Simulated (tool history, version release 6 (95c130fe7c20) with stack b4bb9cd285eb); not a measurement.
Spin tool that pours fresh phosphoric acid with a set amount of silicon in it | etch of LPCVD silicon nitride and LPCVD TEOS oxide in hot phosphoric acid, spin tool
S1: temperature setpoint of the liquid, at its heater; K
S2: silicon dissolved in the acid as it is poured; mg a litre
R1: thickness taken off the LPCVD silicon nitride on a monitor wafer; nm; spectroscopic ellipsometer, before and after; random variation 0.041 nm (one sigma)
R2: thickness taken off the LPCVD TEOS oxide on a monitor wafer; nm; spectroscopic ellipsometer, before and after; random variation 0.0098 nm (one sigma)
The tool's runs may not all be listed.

{"run": 1, "day": 0.0, "S1": 433.15, "S2": 28, "time under the liquid (s)": 120, "R1": 11.268, "R2": 0.087801}
{"run": 2, "day": 0.279, "S1": 432.65, "S2": 29, "time under the liquid (s)": 115, "R1": 10.649, "R2": 0.11337}
{"run": 3, "day": 0.338, "S1": 433.65, "S2": 29, "time under the liquid (s)": 115, "R1": 10.934, "R2": 0.068041}
{"run": 4, "day": 0.692, "S1": 435.65, "S2": 29, "time under the liquid (s)": 115, "R1": 11.846, "R2": 0.13402}
{"run": 5, "day": 0.983, "S1": 434.65, "S2": 29, "time under the liquid (s)": 110, "R1": 10.923, "R2": 0.11081}
{"run": 6, "day": 1.225, "S1": 434.15, "S2": 30, "time under the liquid (s)": 105, "R1": 10.189, "R2": 0.13593}

The next listed run, before its measurement:
{"run": 7, "day": 1.267, "S1": 433.65, "S2": 33, "time under the liquid (s)": 105, "R1": "?", "R2": "?"}

R1: 9.9811 nm
R2: 0.089848 nm
